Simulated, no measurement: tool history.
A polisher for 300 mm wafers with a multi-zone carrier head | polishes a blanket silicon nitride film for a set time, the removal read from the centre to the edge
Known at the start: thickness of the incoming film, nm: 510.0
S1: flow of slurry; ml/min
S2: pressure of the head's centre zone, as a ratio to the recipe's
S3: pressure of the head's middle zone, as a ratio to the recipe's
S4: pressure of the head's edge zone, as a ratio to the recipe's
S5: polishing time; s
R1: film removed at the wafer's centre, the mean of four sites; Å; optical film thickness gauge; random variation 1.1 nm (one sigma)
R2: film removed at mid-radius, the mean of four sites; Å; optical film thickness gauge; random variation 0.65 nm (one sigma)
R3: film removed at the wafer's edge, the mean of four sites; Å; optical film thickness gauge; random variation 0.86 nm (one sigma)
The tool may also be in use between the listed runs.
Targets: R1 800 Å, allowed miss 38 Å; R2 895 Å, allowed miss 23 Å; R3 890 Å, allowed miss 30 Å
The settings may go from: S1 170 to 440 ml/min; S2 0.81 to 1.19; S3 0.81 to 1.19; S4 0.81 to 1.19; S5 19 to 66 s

run 1 hour=0 | S1=280 S2=1 S3=1 S4=1 S5=42 | R1=975.97 R2=1017.8 R3=974.35
run 2 hour=5.8 | S1=230 S2=1 S3=1 S4=1 S5=42 | R1=966.06 R2=1011.5 R3=963.87
run 3 hour=6.4 | S1=230 S2=0.98 S3=0.99 S4=0.99 S5=42 | R1=969.62 R2=995.47 R3=965.9
run 4 hour=11.2 | S1=230 S2=0.98 S3=0.99 S4=1.04 S5=42 | R1=951 R2=993.33 R3=996.7
run 5 hour=14.8 | S1=230 S2=0.91 S3=0.99 S4=1.04 S5=42 | R1=909.44 R2=991.81 R3=995.63
run 6 hour=18.8 | S1=255 S2=0.91 S3=0.99 S4=1.04 S5=42 | R1=902.31 R2=1016.3 R3=1005
run 7 hour=24 | S1=255 S2=0.9 S3=0.98 S4=1.03 S5=41 | R1=853.92 R2=973.31 R3=974.8
run 8 hour=32.5 | S1=255 S2=0.9 S3=0.98 S4=1.03 S5=41 | R1=874.2 R2=977.69 R3=995.91
run 9 hour=33.8 | S1=250 S2=0.9 S3=0.98 S4=1.02 S5=40 | R1=829.55 R2=943.79 R3=955.61
run 10 hour=39.1 | S1=245 S2=0.9 S3=0.98 S4=1.01 S5=40 | R1=842.56 R2=937.34 R3=941.98

Which of these 5 next moves meets every target?
run A hour=44.4 | S1=280 S2=0.98 S3=1.04 S4=0.96 S5=38 | R1=? R2=? R3=?
run B hour=44.4 | S1=305 S2=0.9 S3=0.86 S4=1.08 S5=40 | R1=? R2=? R3=?
run C hour=44.4 | S1=220 S2=0.93 S3=1.02 S4=0.92 S5=40 | R1=? R2=? R3=?
run D hour=44.4 | S1=220 S2=0.92 S3=1.07 S4=1.02 S5=39 | R1=? R2=? R3=?
run E hour=44.4 | S1=240 S2=0.92 S3=1.01 S4=1.07 S5=37 | R1=? R2=? R3=?

move=A R1=863.98 R2=943.61 R3=896.51
move=B R1=845.38 R2=907.3 R3=1005.6
move=C R1=848.99 R2=965.66 R3=912.54
move=D R1=819.7 R2=965.82 R3=934.09
move=E R1=783.25 R2=894.44 R3=912.43
A: further off than the last run
B: brings the result that was furthest off to its target, and leaves another outside
C: further off than the last run
D: further off than the last run
E: meets every target
The right move is E.
